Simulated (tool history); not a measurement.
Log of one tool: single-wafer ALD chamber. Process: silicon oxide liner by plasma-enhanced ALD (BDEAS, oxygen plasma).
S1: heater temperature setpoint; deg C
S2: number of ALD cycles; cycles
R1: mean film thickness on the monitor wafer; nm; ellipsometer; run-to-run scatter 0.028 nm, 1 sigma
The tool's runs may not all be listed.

Run 1, hour 0: S1 315 deg C, S2 85 cycles. Result: R1 8.281 nm.
Run 2, hour 4.6: S1 315 deg C, S2 90 cycles. Result: R1 8.7575 nm.
Run 3, hour 12.5: S1 315 deg C, S2 94 cycles. Result: R1 9.1366 nm.
Run 4, hour 14.1: S1 315 deg C, S2 97 cycles. Result: R1 9.4392 nm.
Run 5, hour 19.4: S1 315 deg C, S2 100 cycles. Result: R1 9.7417 nm.
Run 6, hour 24.2: S1 315 deg C, S2 94 cycles. Result: R1 9.1687 nm.

The next listed run, before its measurement:
Run 7, hour 26.5: S1 315 deg C, S2 97 cycles. Result: R1 ?.

{"run 7": {"R1": 9.4359}}
